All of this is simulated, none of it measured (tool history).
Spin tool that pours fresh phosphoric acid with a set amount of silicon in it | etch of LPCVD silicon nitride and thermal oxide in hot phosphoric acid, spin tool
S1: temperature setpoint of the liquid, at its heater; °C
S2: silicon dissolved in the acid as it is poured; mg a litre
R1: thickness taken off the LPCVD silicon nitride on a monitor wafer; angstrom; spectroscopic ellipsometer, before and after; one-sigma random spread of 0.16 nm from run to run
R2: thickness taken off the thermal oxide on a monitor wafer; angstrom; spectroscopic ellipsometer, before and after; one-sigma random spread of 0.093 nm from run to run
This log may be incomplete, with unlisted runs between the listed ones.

{"run": 1, "hour": 0.0, "S1": 162, "S2": 28.5, "time under the liquid (s)": 105, "R1": 76.675, "R2": 1.4627}
{"run": 2, "hour": 8.7, "S1": 162, "S2": 28.5, "time under the liquid (s)": 125, "R1": 92.692, "R2": 1.6505}
{"run": 3, "hour": 16.5, "S1": 160, "S2": 28.5, "time under the liquid (s)": 125, "R1": 87.066, "R2": 1.5371}
{"run": 4, "hour": 19.7, "S1": 159, "S2": 28.5, "time under the liquid (s)": 125, "R1": 84.018, "R2": 1.3437}
{"run": 5, "hour": 20.7, "S1": 161, "S2": 21.5, "time under the liquid (s)": 140, "R1": 99.67, "R2": 2.8837}
{"run": 6, "hour": 27.9, "S1": 159, "S2": 21.5, "time under the liquid (s)": 140, "R1": 93.25, "R2": 2.0166}

Run 7 has not been measured yet. What should we expect?
{"run": 7, "hour": 32.7, "S1": 161, "S2": 20, "time under the liquid (s)": 155, "R1": "?", "R2": "?"}

Run 7 yielded R1 111.7 angstrom, R2 3.0417 angstrom.
